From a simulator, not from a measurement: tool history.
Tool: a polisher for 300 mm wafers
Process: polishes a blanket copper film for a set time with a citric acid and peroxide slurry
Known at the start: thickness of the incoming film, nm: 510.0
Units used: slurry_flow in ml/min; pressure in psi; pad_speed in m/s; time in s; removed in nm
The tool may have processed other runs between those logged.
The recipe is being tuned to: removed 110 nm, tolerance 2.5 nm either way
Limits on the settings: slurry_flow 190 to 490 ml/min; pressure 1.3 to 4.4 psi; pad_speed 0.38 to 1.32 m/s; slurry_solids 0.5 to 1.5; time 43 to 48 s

run 1 hour=0 | slurry_flow=315 pressure=2.8 pad_speed=0.84 slurry_solids=1 time=48 | removed=89.959
run 2 hour=4.7 | slurry_flow=245 pressure=2.8 pad_speed=0.84 slurry_solids=1 time=48 | removed=89.19
run 3 hour=13.5 | slurry_flow=245 pressure=3 pad_speed=0.84 slurry_solids=1 time=48 | removed=93.947
run 4 hour=19.4 | slurry_flow=245 pressure=3 pad_speed=0.84 slurry_solids=0.9 time=48 | removed=92.402
run 5 hour=21.4 | slurry_flow=245 pressure=3.2 pad_speed=0.84 slurry_solids=0.9 time=48 | removed=99.244
run 6 hour=26.9 | slurry_flow=250 pressure=3.3 pad_speed=0.84 slurry_solids=0.9 time=48 | removed=102.36
run 7 hour=28.9 | slurry_flow=255 pressure=3.4 pad_speed=0.84 slurry_solids=0.9 time=48 | removed=107.32
run 8 hour=34.8 | slurry_flow=260 pressure=3.4 pad_speed=0.84 slurry_solids=0.9 time=48 | removed=105.65

4 next moves are on the table. One of them brings every result within its allowed miss. Which?
run A hour=40.7 | slurry_flow=290 pressure=3.5 pad_speed=0.82 slurry_solids=0.95 time=46 | removed=?
run B hour=40.7 | slurry_flow=220 pressure=3.7 pad_speed=0.84 slurry_solids=1 time=48 | removed=?
run C hour=40.7 | slurry_flow=290 pressure=3.5 pad_speed=0.94 slurry_solids=0.75 time=44 | removed=?
run D hour=40.7 | slurry_flow=280 pressure=3.6 pad_speed=0.84 slurry_solids=1.15 time=48 | removed=?

move=A removed=103.93
move=B removed=114.65
move=C removed=108.91
move=D removed=117.88
A: further off than the last run
B: the result that was furthest off in the last run now lies on the other side of its target
C: all results land within tolerance of their targets
D: the result that was furthest off in the last run now lies on the other side of its target
The move that meets every target is C.
